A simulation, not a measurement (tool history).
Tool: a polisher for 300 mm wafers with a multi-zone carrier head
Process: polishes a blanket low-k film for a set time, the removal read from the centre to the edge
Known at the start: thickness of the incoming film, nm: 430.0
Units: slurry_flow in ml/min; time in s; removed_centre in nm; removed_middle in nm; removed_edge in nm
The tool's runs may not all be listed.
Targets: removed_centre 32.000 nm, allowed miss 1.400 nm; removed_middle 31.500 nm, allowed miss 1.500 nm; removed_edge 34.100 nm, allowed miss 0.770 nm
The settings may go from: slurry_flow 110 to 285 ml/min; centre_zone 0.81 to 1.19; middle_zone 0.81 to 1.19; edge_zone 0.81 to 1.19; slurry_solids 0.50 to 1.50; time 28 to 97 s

run 1 hour=0.0 | slurry_flow=180 centre_zone=1.00 middle_zone=1.00 edge_zone=1.00 slurry_solids=1.00 time=62 | removed_centre=37.477 removed_middle=35.988 removed_edge=37.654
run 2 hour=4.5 | slurry_flow=175 centre_zone=0.99 middle_zone=0.99 edge_zone=0.99 slurry_solids=1.00 time=62 | removed_centre=36.603 removed_middle=36.737 removed_edge=37.237
run 3 hour=5.7 | slurry_flow=175 centre_zone=0.99 middle_zone=0.99 edge_zone=0.99 slurry_solids=1.00 time=47 | removed_centre=28.788 removed_middle=28.079 removed_edge=28.088
run 4 hour=8.1 | slurry_flow=175 centre_zone=0.99 middle_zone=0.99 edge_zone=0.99 slurry_solids=0.85 time=47 | removed_centre=26.914 removed_middle=26.176 removed_edge=26.606
run 5 hour=15.5 | slurry_flow=175 centre_zone=0.99 middle_zone=1.07 edge_zone=0.99 slurry_solids=0.85 time=47 | removed_centre=26.774 removed_middle=27.839 removed_edge=26.399
run 6 hour=22.8 | slurry_flow=180 centre_zone=0.99 middle_zone=1.07 edge_zone=1.02 slurry_solids=0.90 time=47 | removed_centre=27.263 removed_middle=28.683 removed_edge=27.528
run 7 hour=28.7 | slurry_flow=185 centre_zone=1.00 middle_zone=1.06 edge_zone=1.04 slurry_solids=0.90 time=47 | removed_centre=27.238 removed_middle=28.058 removed_edge=27.947
run 8 hour=31.0 | slurry_flow=190 centre_zone=1.01 middle_zone=1.06 edge_zone=1.06 slurry_solids=0.95 time=47 | removed_centre=28.528 removed_middle=28.938 removed_edge=28.682
run 9 hour=33.3 | slurry_flow=195 centre_zone=1.01 middle_zone=1.06 edge_zone=1.08 slurry_solids=1.00 time=47 | removed_centre=29.208 removed_middle=30.049 removed_edge=30.105

5 next moves are on the table. One of them brings every result within its allowed miss. Which?
run A hour=35.6 | slurry_flow=210 centre_zone=1.00 middle_zone=1.00 edge_zone=1.15 slurry_solids=1.00 time=52 | removed_centre=? removed_middle=? removed_edge=?
run B hour=35.6 | slurry_flow=205 centre_zone=0.99 middle_zone=1.06 edge_zone=1.11 slurry_solids=1.00 time=50 | removed_centre=? removed_middle=? removed_edge=?
run C hour=35.6 | slurry_flow=205 centre_zone=0.85 middle_zone=0.98 edge_zone=1.19 slurry_solids=0.90 time=55 | removed_centre=? removed_middle=? removed_edge=?
run D hour=35.6 | slurry_flow=150 centre_zone=0.95 middle_zone=1.08 edge_zone=1.03 slurry_solids=1.25 time=53 | removed_centre=? removed_middle=? removed_edge=?
run E hour=35.6 | slurry_flow=155 centre_zone=0.91 middle_zone=1.16 edge_zone=1.07 slurry_solids=1.15 time=51 | removed_centre=? removed_middle=? removed_edge=?

move=A removed_centre=32.607 removed_middle=31.789 removed_edge=34.419
move=B removed_centre=30.925 removed_middle=32.003 removed_edge=32.388
move=C removed_centre=28.055 removed_middle=31.718 removed_edge=35.576
move=D removed_centre=31.903 removed_middle=35.228 removed_edge=34.303
move=E removed_centre=28.808 removed_middle=35.276 removed_edge=32.815
A: meets every target
B: nearer than the last run, and not there yet
C: takes the result that was furthest off past its target
D: brings the result that was furthest off to its target, and leaves another outside
E: nearer than the last run, and not there yet
Move A is the one to make.

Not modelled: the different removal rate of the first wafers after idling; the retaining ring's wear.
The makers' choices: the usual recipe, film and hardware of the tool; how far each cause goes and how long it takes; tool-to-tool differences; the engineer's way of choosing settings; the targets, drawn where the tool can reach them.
